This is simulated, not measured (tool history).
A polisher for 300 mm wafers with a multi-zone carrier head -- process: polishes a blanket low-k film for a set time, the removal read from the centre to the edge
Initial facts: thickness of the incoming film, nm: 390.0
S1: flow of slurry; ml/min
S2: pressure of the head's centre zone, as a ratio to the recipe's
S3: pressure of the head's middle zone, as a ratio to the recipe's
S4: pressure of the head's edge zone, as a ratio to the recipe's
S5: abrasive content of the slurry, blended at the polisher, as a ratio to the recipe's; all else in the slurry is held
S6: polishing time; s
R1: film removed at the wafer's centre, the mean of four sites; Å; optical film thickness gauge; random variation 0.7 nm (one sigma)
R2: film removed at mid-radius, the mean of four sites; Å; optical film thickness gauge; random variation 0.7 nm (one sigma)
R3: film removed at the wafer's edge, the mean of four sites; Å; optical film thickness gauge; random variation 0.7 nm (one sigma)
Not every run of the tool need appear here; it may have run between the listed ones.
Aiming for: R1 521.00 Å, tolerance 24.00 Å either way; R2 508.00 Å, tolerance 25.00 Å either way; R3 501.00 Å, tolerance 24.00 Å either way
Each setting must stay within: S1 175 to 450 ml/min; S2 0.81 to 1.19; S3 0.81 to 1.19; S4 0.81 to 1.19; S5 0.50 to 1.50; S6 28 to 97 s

run,hour,S1,S2,S3,S4,S5,S6,R1,R2,R3
1,0.0,290,1.00,1.00,1.00,1.00,62,363.16,357.26,368.74
2,4.1,290,1.00,1.00,1.00,1.20,62,385.69,387.99,382.67
3,7.7,290,1.01,1.00,1.02,1.25,64,407.62,395.98,412.17
4,13.2,340,1.01,1.00,1.02,1.25,64,422.63,400.69,408.92
5,17.1,340,1.01,1.00,1.09,1.25,64,407.65,398.12,423.37
6,20.9,340,1.01,1.00,1.13,1.25,64,414.73,398.69,427.66
7,22.5,340,1.02,1.01,1.12,1.30,65,435.68,409.40,440.66
8,27.1,340,1.02,1.02,1.11,1.35,66,443.75,436.69,453.55
9,30.0,340,1.03,1.03,1.11,1.35,67,457.53,448.55,462.71
10,34.3,345,1.10,1.11,1.14,1.50,67,497.66,478.27,473.20
11,35.1,345,1.10,1.11,1.14,1.50,67,509.46,481.15,480.00

Which of these 4 next moves meets every target?
A,35.9,295,1.09,0.92,1.19,1.50,69,?,?,?
B,35.9,325,1.08,1.08,1.10,1.50,71,?,?,?
C,35.9,320,0.97,1.09,1.18,1.50,73,?,?,?
D,35.9,375,1.06,1.11,1.19,1.45,65,?,?,?

move,R1,R2,R3
A,503.45,429.86,503.66
B,517.71,509.86,503.70
C,478.29,528.06,532.10
D,465.38,477.38,474.19
A: moves away from the targets compared with the last run
B: all results in spec
C: the worst result of the last run now meets its target, but another is out of spec
D: moves away from the targets compared with the last run
Go with B: it meets all targets.

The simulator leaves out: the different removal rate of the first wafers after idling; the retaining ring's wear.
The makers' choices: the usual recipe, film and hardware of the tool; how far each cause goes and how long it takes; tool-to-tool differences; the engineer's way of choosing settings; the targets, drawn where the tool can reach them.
